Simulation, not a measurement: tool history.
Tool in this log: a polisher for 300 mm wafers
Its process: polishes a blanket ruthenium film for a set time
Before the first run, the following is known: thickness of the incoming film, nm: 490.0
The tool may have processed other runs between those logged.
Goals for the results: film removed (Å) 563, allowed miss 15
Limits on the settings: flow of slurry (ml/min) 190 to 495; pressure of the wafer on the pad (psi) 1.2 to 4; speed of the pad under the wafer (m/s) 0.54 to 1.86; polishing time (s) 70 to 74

run	hour	flow of slurry (ml/min)	pressure of the wafer on the pad (psi)	speed of the pad under the wafer (m/s)	polishing time (s)	film removed (Å)
1	0	320	2.6	1.18	70	1396.8
2	3.9	320	2.6	1.18	70	1421.8
3	6.8	380	2.6	1.18	70	1428.8
4	8.1	380	2.4	1.12	70	1254.1
5	11.5	380	2.2	1.08	70	1128
6	12.8	380	2.1	1.04	70	1015.1
7	14.4	380	2	1.02	70	970.37
8	20.3	380	1.9	0.98	70	875.19
9	23.9	375	1.8	0.96	70	821.84

Exactly one of the 5 candidate moves below puts every result within its allowed miss. Which one?
A	27.5	390	1.2	0.92	70	?
B	27.5	480	1.9	0.66	70	?
C	27.5	395	2.3	1.18	74	?
D	27.5	460	1.2	0.96	70	?
E	27.5	355	1.5	0.72	70	?

move	film removed (Å)
A	539.83
B	615.08
C	1350.3
D	567.69
E	523.95
A: takes the result that was furthest off past its target
B: nearer the targets than the last run, but a result is still out of spec
C: its largest miss is bigger than the last run's
D: all results land within tolerance of their targets
E: takes the result that was furthest off past its target
Move D is the one to make.
